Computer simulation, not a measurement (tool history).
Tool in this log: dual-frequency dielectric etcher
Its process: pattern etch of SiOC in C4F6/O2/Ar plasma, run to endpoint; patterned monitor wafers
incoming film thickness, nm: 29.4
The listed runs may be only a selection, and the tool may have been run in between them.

Run 1, day 0.000: bias power (W) 492, source power (W) 250. Result: endpoint time (s) 11.625.
Run 2, day 0.138: bias power (W) 443, source power (W) 250. Result: endpoint time (s) 12.066.
Run 3, day 0.158: bias power (W) 462, source power (W) 250. Result: endpoint time (s) 11.962.
Run 4, day 0.404: bias power (W) 387, source power (W) 250. Result: endpoint time (s) 12.654.
Run 5, day 0.712: bias power (W) 412, source power (W) 250. Result: endpoint time (s) 12.355.
Run 6, day 0.996: bias power (W) 327, source power (W) 250. Result: endpoint time (s) 13.464.
Run 7, day 1.050: bias power (W) 357, source power (W) 250. Result: endpoint time (s) 13.037.
Run 8, day 1.421: bias power (W) 455, source power (W) 270. Result: endpoint time (s) 11.560.
Run 9, day 1.554: bias power (W) 467, source power (W) 270. Result: endpoint time (s) 11.494.
Run 10, day 1.642: bias power (W) 479, source power (W) 270. Result: endpoint time (s) 11.406.
Run 11, day 1.954: bias power (W) 490, source power (W) 270. Result: endpoint time (s) 11.280.

For run 12, what comes out?
Run 12, day 2.204: bias power (W) 499, source power (W) 270. Result: endpoint time (s) ?.

Run 12 measured endpoint time (s) 11.116.

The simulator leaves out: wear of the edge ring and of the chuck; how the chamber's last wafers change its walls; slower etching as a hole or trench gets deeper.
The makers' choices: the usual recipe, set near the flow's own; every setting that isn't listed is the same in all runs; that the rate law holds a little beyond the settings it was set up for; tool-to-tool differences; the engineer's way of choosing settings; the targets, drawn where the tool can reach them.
